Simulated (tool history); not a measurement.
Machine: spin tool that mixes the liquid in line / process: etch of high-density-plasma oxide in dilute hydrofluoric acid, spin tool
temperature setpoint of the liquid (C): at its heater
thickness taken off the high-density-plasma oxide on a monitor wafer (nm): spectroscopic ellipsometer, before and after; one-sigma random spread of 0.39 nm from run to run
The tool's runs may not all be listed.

| run | hour | temperature setpoint of the liquid (C) | parts of water to one part of 49 % hydrofluoric acid (parts by volume) | time under the liquid (s) | thickness taken off the high-density-plasma oxide on a monitor wafer (nm) |
|---|---|---|---|---|---|
| 1 | 0.0 | 21.0 | 75 | 280 | 30.722 |
| 2 | 4.5 | 22.0 | 65 | 285 | 38.248 |
| 3 | 8.3 | 20.5 | 65 | 285 | 35.887 |
| 4 | 11.9 | 20.5 | 65 | 280 | 35.222 |
| 5 | 18.2 | 20.5 | 65 | 280 | 35.262 |
| 6 | 25.0 | 22.0 | 60 | 285 | 41.743 |
| 7 | 30.5 | 23.0 | 55 | 285 | 47.566 |
| 8 | 38.6 | 24.0 | 50 | 285 | 54.921 |
| 9 | 40.7 | 24.5 | 45 | 285 | 62.967 |
| 10 | 44.4 | 24.5 | 45 | 285 | 62.617 |
| 11 | 51.3 | 25.0 | 40 | 285 | 72.590 |
| 12 | 56.7 | 25.5 | 40 | 285 | 73.542 |
| 13 | 65.2 | 26.0 | 40 | 285 | 75.659 |
| 14 | 70.0 | 26.5 | 40 | 285 | 77.269 |
| 15 | 72.4 | 27.0 | 40 | 285 | 78.891 |

Estimate the outcome of run 16 from the log above:
| 16 | 79.8 | 27.5 | 40 | 285 | ? |

Logged for run 16: thickness taken off the high-density-plasma oxide on a monitor wafer (nm) 80.103.
